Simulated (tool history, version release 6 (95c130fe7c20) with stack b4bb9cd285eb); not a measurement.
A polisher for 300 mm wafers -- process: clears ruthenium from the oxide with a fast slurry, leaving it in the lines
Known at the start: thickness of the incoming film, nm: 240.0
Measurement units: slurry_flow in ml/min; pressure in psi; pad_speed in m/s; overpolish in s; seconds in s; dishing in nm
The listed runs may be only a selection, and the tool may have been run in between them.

Run 1, hour 0.0: slurry_flow 150 ml/min, pressure 3.1 psi, pad_speed 1.04 m/s, slurry_solids 1.0, overpolish 16 s. Result: seconds 50.865 s, dishing 64.012 nm.
Run 2, hour 2.2: slurry_flow 150 ml/min, pressure 2.6 psi, pad_speed 1.04 m/s, slurry_solids 1.0, overpolish 16 s. Result: seconds 61.151 s, dishing 52.708 nm.
Run 3, hour 9.0: slurry_flow 150 ml/min, pressure 2.6 psi, pad_speed 1.04 m/s, slurry_solids 1.0, overpolish 21 s. Result: seconds 61.278 s, dishing 69.318 nm.
Run 4, hour 13.3: slurry_flow 150 ml/min, pressure 2.5 psi, pad_speed 1.04 m/s, slurry_solids 1.0, overpolish 19 s. Result: seconds 61.785 s, dishing 62.354 nm.
Run 5, hour 17.7: slurry_flow 150 ml/min, pressure 2.4 psi, pad_speed 1.04 m/s, slurry_solids 1.0, overpolish 17 s. Result: seconds 65.447 s, dishing 53.343 nm.
Run 6, hour 22.5: slurry_flow 150 ml/min, pressure 2.4 psi, pad_speed 1.04 m/s, slurry_solids 1.0, overpolish 10 s. Result: seconds 63.937 s, dishing 34.675 nm.
Run 7, hour 28.5: slurry_flow 145 ml/min, pressure 2.4 psi, pad_speed 1.04 m/s, slurry_solids 1.0, overpolish 10 s. Result: seconds 65.757 s, dishing 33.592 nm.
Run 8, hour 35.2: slurry_flow 140 ml/min, pressure 2.4 psi, pad_speed 1.04 m/s, slurry_solids 1.0, overpolish 10 s. Result: seconds 64.884 s, dishing 33.084 nm.

Run 9, settings as shown, results not yet in. Your forecast:
Run 9, hour 39.7: slurry_flow 140 ml/min, pressure 2.4 psi, pad_speed 1.04 m/s, slurry_solids 1.0, overpolish 11 s. Result: seconds ?, dishing ?.

seconds: 66.114 s
dishing: 36.889 nm
